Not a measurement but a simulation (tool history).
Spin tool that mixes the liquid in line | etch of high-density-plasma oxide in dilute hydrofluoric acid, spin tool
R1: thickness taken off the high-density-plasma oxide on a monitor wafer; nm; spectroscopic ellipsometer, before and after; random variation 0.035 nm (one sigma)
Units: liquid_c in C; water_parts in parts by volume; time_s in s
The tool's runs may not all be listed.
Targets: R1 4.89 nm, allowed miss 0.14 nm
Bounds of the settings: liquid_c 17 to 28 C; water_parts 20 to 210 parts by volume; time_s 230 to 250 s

Run 1, day 0: liquid_c 20 C, water_parts 115 parts by volume, time_s 230 s. Result: R1 8.5933 nm.
Run 2, day 0.192: liquid_c 20 C, water_parts 115 parts by volume, time_s 230 s. Result: R1 8.5533 nm.
Run 3, day 0.408: liquid_c 19.5 C, water_parts 125 parts by volume, time_s 230 s. Result: R1 7.7483 nm.
Run 4, day 0.658: liquid_c 19 C, water_parts 135 parts by volume, time_s 230 s. Result: R1 6.8599 nm.
Run 5, day 0.858: liquid_c 20 C, water_parts 135 parts by volume, time_s 230 s. Result: R1 7.2224 nm.
Run 6, day 0.95: liquid_c 19.5 C, water_parts 140 parts by volume, time_s 230 s. Result: R1 6.7238 nm.
Run 7, day 1.179: liquid_c 19 C, water_parts 145 parts by volume, time_s 230 s. Result: R1 6.286 nm.
Run 8, day 1.312: liquid_c 18.5 C, water_parts 150 parts by volume, time_s 230 s. Result: R1 5.9785 nm.
Run 9, day 1.471: liquid_c 18 C, water_parts 155 parts by volume, time_s 230 s. Result: R1 5.6498 nm.

5 next moves are on the table. One of them brings every result within its allowed miss. Which?
Run A, day 1.629: liquid_c 17 C, water_parts 160 parts by volume, time_s 230 s. Result: R1 ?.
Run B, day 1.629: liquid_c 17 C, water_parts 170 parts by volume, time_s 230 s. Result: R1 ?.
Run C, day 1.629: liquid_c 18.5 C, water_parts 145 parts by volume, time_s 250 s. Result: R1 ?.
Run D, day 1.629: liquid_c 18.5 C, water_parts 155 parts by volume, time_s 250 s. Result: R1 ?.
Run E, day 1.629: liquid_c 17 C, water_parts 130 parts by volume, time_s 235 s. Result: R1 ?.

move      R1
   A  5.2047
   B  4.8521
   C  6.7336
   D  6.2362
   E  6.7396
A: nearer than the last run, and not there yet
B: meets every target
C: further off than the last run
D: further off than the last run
E: further off than the last run
The right move is B.
